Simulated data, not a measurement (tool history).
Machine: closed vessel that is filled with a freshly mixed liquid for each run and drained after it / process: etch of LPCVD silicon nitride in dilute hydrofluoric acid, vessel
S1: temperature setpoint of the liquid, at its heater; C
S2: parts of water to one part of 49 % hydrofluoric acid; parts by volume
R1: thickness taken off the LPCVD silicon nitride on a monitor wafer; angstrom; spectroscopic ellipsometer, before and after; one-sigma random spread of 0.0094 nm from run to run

{"run": 1, "hour": 0.0, "S1": 21.0, "S2": 90, "time in the liquid (s)": 625, "R1": 27.758}
{"run": 2, "hour": 8.1, "S1": 21.0, "S2": 105, "time in the liquid (s)": 625, "R1": 24.276}
{"run": 3, "hour": 16.1, "S1": 19.5, "S2": 105, "time in the liquid (s)": 625, "R1": 21.874}
{"run": 4, "hour": 24.9, "S1": 19.5, "S2": 105, "time in the liquid (s)": 625, "R1": 21.928}
{"run": 5, "hour": 30.2, "S1": 19.0, "S2": 105, "time in the liquid (s)": 625, "R1": 21.144}
{"run": 6, "hour": 32.9, "S1": 19.0, "S2": 75, "time in the liquid (s)": 625, "R1": 29.169}
{"run": 7, "hour": 40.7, "S1": 18.5, "S2": 80, "time in the liquid (s)": 625, "R1": 26.55}
{"run": 8, "hour": 42.7, "S1": 18.0, "S2": 85, "time in the liquid (s)": 625, "R1": 24.232}

What will run 9 give?
{"run": 9, "hour": 44.0, "S1": 18.0, "S2": 85, "time in the liquid (s)": 625, "R1": "?"}

For run 9 the tool returned R1 24.138 angstrom.
